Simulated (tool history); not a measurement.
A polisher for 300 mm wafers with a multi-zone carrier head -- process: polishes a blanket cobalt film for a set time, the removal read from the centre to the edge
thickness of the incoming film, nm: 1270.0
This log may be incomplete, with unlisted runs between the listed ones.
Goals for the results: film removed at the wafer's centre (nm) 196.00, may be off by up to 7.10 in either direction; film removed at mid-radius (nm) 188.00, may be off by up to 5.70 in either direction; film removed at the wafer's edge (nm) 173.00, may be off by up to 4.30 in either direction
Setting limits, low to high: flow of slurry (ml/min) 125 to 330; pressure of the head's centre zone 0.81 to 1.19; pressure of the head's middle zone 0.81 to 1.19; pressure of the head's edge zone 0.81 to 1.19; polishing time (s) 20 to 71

run	hour	flow of slurry (ml/min)	pressure of the head's centre zone	pressure of the head's middle zone	pressure of the head's edge zone	polishing time (s)	film removed at the wafer's centre (nm)	film removed at mid-radius (nm)	film removed at the wafer's edge (nm)
1	0.0	210	1.00	1.00	1.00	45	156.05	161.07	159.11
2	7.0	230	1.04	1.03	1.01	45	166.93	164.52	160.36
3	8.4	230	1.04	1.03	1.01	53	195.18	197.50	190.35
4	10.5	230	1.04	1.03	1.01	63	236.09	232.17	224.86
5	18.4	230	1.04	1.03	1.01	71	266.70	264.28	254.82
6	27.3	220	1.04	1.02	0.96	66	244.27	243.09	229.49
7	30.2	215	1.05	1.00	0.92	62	231.92	226.74	213.48
8	37.1	210	1.06	0.99	0.90	59	217.28	209.78	198.25
9	43.9	200	1.07	0.99	0.88	58	218.25	203.67	192.86
10	47.6	190	1.06	0.99	0.86	57	207.51	201.32	187.11
11	49.4	185	1.06	0.99	0.85	56	207.06	196.37	181.83

Of the 5 settings listed for the next run, only one would bring every result within its allowed miss of target. Which one?
A	51.2	235	1.05	1.05	0.81	55	?	?	?
B	51.2	205	1.04	0.98	0.83	53	?	?	?
C	51.2	160	1.18	1.02	0.81	57	?	?	?
D	51.2	210	1.12	1.07	0.81	54	?	?	?
E	51.2	215	0.97	0.97	0.86	58	?	?	?

move	film removed at the wafer's centre (nm)	film removed at mid-radius (nm)	film removed at the wafer's edge (nm)
A	204.70	206.12	180.27
B	192.26	184.77	173.82
C	227.70	199.77	181.24
D	211.80	203.24	175.45
E	197.21	201.53	193.82
A: the biggest miss grows against the last run
B: in spec on every target
C: the biggest miss grows against the last run
D: the worst result of the last run now meets its target, but another is out of spec
E: the biggest miss grows against the last run
So the answer is move B, the one that meets all the targets.
